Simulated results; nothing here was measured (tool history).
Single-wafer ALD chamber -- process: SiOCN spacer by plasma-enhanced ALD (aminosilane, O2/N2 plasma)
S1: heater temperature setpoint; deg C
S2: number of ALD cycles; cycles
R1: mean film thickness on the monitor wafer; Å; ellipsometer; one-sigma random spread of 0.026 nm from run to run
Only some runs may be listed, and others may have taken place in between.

Run 1, hour 0: S1 385 deg C, S2 87 cycles. Result: R1 54.899 Å.
Run 2, hour 5.6: S1 385 deg C, S2 77 cycles. Result: R1 48.629 Å.
Run 3, hour 11.3: S1 385 deg C, S2 81 cycles. Result: R1 51.21 Å.
Run 4, hour 12.7: S1 385 deg C, S2 84 cycles. Result: R1 52.914 Å.
Run 5, hour 15.8: S1 385 deg C, S2 76 cycles. Result: R1 48.002 Å.
Run 6, hour 21.6: S1 385 deg C, S2 80 cycles. Result: R1 50.464 Å.
Run 7, hour 28.5: S1 385 deg C, S2 83 cycles. Result: R1 52.512 Å.
Run 8, hour 35.1: S1 385 deg C, S2 97 cycles. Result: R1 61.089 Å.
Run 9, hour 41.5: S1 385 deg C, S2 98 cycles. Result: R1 61.877 Å.

Run 10 has not been measured yet. What should we expect?
Run 10, hour 42.5: S1 385 deg C, S2 99 cycles. Result: R1 ?.

R1: 62.235 Å
